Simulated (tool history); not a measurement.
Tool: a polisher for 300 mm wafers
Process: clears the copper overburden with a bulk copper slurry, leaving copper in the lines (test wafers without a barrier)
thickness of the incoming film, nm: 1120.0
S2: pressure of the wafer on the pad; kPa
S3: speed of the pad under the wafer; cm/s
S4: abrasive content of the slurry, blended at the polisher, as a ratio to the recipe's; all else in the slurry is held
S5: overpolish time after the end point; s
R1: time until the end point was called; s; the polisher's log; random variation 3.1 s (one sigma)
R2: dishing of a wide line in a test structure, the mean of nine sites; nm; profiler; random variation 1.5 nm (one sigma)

Run 1, hour 0.0: flow of slurry (ml/min) 170, S2 17.2 kPa, S3 120 cm/s, S4 1.00, S5 29 s. Result: R1 118.16 s, R2 68.865 nm.
Run 2, hour 8.6: flow of slurry (ml/min) 170, S2 17.2 kPa, S3 120 cm/s, S4 0.90, S5 29 s. Result: R1 120.45 s, R2 70.904 nm.
Run 3, hour 15.0: flow of slurry (ml/min) 170, S2 17.2 kPa, S3 120 cm/s, S4 0.90, S5 35 s. Result: R1 118.16 s, R2 68.731 nm.
Run 4, hour 16.4: flow of slurry (ml/min) 170, S2 15.9 kPa, S3 114 cm/s, S4 0.85, S5 29 s. Result: R1 133.41 s, R2 66.905 nm.
Run 5, hour 20.4: flow of slurry (ml/min) 165, S2 14.5 kPa, S3 104 cm/s, S4 0.75, S5 35 s. Result: R1 164.69 s, R2 65.511 nm.
Run 6, hour 25.6: flow of slurry (ml/min) 165, S2 13.1 kPa, S3 102 cm/s, S4 0.70, S5 39 s. Result: R1 186.32 s, R2 66.421 nm.
Run 7, hour 34.0: flow of slurry (ml/min) 165, S2 11.7 kPa, S3 102 cm/s, S4 0.70, S5 39 s. Result: R1 204.48 s, R2 64.029 nm.
Run 8, hour 40.1: flow of slurry (ml/min) 165, S2 11.0 kPa, S3 102 cm/s, S4 0.70, S5 40 s. Result: R1 220.91 s, R2 58.963 nm.

Run 9 comes next. What will it give?
Run 9, hour 42.0: flow of slurry (ml/min) 160, S2 11.7 kPa, S3 82 cm/s, S4 0.70, S5 54 s. Result: R1 ?, R2 ?.

R1: 239.54 s
R2: 67.342 nm
